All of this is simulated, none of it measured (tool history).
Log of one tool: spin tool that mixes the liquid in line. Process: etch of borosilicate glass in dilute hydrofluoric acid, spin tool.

run  hour  temperature setpoint of the liquid (C)  parts of water to one part of 49 % hydrofluoric acid (parts by volume)  time under the liquid (s)  thickness taken off the borosilicate glass on a monitor wafer (Å)
  1   0.0                                    25.0                                                                      60                         25                                                             77.230
  2   1.5                                    27.5                                                                      60                         25                                                             84.568
  3   9.6                                    25.0                                                                      60                         25                                                             77.310
  4  17.7                                    25.0                                                                      60                         20                                                             62.031
  5  22.6                                    24.0                                                                      60                         20                                                             59.360
  6  26.4                                    24.0                                                                      75                         20                                                             47.110

The next listed run, before its measurement:
  7  33.1                                    24.5                                                                      75                         20                                                                  ?

{"run 7": {"thickness taken off the borosilicate glass on a monitor wafer (Å)": 47.194}}

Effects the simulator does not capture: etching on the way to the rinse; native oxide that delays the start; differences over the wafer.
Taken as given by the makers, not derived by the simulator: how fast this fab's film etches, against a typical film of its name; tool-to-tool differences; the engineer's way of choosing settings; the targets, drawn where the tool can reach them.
